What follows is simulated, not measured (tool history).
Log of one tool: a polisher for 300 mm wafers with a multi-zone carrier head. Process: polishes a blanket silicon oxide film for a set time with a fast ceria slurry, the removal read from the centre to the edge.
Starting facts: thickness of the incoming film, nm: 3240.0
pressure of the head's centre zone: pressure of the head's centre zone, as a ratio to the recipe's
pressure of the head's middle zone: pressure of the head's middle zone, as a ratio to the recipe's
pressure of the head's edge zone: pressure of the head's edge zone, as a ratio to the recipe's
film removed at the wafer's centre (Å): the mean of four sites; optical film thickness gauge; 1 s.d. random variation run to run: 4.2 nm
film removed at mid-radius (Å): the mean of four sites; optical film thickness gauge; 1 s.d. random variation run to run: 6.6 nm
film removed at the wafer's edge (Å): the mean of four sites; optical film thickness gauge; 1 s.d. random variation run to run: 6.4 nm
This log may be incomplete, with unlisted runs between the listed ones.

run	hour	flow of slurry (ml/min)	pressure of the head's centre zone	pressure of the head's middle zone	pressure of the head's edge zone	polishing time (s)	film removed at the wafer's centre (Å)	film removed at mid-radius (Å)	film removed at the wafer's edge (Å)
1	0.0	315	1.00	1.00	1.00	86	8307.7	8947.1	9170.9
2	6.0	315	0.96	1.00	1.00	86	7993.6	9070.4	9050.1
3	10.2	315	0.96	1.00	0.92	86	8046.7	9067.0	8840.7
4	18.1	315	0.88	1.00	0.92	86	7271.9	8956.2	8839.5
5	23.2	315	0.90	0.98	0.91	80	6881.7	8245.1	8219.5
6	29.7	315	0.92	0.96	0.90	75	6620.9	7634.6	7627.7
7	35.8	315	0.92	0.96	0.90	75	6680.3	7718.1	7642.4
8	42.2	315	0.93	0.94	0.90	71	6451.4	7064.3	7159.5
9	49.3	315	0.93	0.92	0.89	68	6077.4	6681.5	6882.1
10	58.2	315	0.94	0.91	0.88	66	5968.1	6404.1	6615.4
11	63.1	315	0.95	0.90	0.87	64	5889.2	6411.6	6302.6
12	70.7	285	1.01	0.81	0.96	50	4866.5	4477.7	5180.3

Forecast run 13:
13	78.5	300	1.01	0.83	0.96	50	?	?	?

Run 13 produced film removed at the wafer's centre (Å) 4816.9, film removed at mid-radius (Å) 4529.9, film removed at the wafer's edge (Å) 5206.6.
